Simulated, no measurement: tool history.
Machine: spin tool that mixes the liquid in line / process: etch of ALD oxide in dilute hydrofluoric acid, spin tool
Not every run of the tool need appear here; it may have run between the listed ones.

run	hour	temperature setpoint of the liquid (°C)	parts of water to one part of 49 % hydrofluoric acid (parts by volume)	time under the liquid (s)	thickness taken off the ALD oxide on a monitor wafer (angstrom)
1	0.0	26.0	280	75	31.500
2	0.9	26.0	355	75	23.155
3	9.7	23.5	355	75	21.133
4	10.4	26.5	315	75	27.325
5	11.7	28.5	280	75	34.224
6	20.8	28.5	360	75	24.410
7	22.3	30.0	315	75	30.832
8	30.0	31.0	285	75	35.938

Run 9, settings as shown, results not yet in. Your forecast:
9	35.2	32.0	260	75	?

{"run 9": {"thickness taken off the ALD oxide on a monitor wafer (angstrom)": 42.308}}
